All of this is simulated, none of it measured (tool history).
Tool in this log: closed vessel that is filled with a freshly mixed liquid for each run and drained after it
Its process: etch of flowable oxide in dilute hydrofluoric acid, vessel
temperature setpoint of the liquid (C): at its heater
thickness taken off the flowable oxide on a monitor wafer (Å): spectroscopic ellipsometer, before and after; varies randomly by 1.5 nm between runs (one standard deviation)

run	hour	temperature setpoint of the liquid (C)	parts of water to one part of 49 % hydrofluoric acid (parts by volume)	time in the liquid (s)	thickness taken off the flowable oxide on a monitor wafer (Å)
1	0.0	21.0	145	590	732.9
2	8.4	21.0	105	590	1058.2
3	10.0	21.0	90	590	1254.8
4	16.9	22.5	90	590	1342.2
5	25.2	22.5	90	630	1420.2
6	30.0	24.0	80	630	1724.2
7	36.9	25.0	75	630	1929.0
8	43.3	26.0	75	630	2012.5

What will run 9 give?
9	47.0	26.5	70	630	?

{"run 9": {"thickness taken off the flowable oxide on a monitor wafer (Å)": 2219.6}}
